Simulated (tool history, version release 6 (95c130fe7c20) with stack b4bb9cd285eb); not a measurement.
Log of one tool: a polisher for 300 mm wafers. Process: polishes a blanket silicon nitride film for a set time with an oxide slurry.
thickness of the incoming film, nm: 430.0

run,hour,flow of slurry (ml/min),pressure of the wafer on the pad (kPa),speed of the pad under the wafer (cm/s),abrasive content of the slurry,polishing time (s),film removed (Å)
1,0,300,17.2,128,1,90,381.02
2,7.8,300,17.2,128,0.9,90,369.18
3,9.4,300,17.2,128,0.9,94,386.24
4,11.9,300,15.2,126,0.9,94,335.4
5,17.2,300,18.6,126,0.9,94,422.19
6,26.1,300,18.6,104,0.9,94,355.14
7,26.8,300,17.2,104,0.9,94,321.78

Run 8 comes next. What will it give?
8,32.1,300,16.5,104,0.9,94,?

{"run 8": {"film removed (Å)": 311.93}}
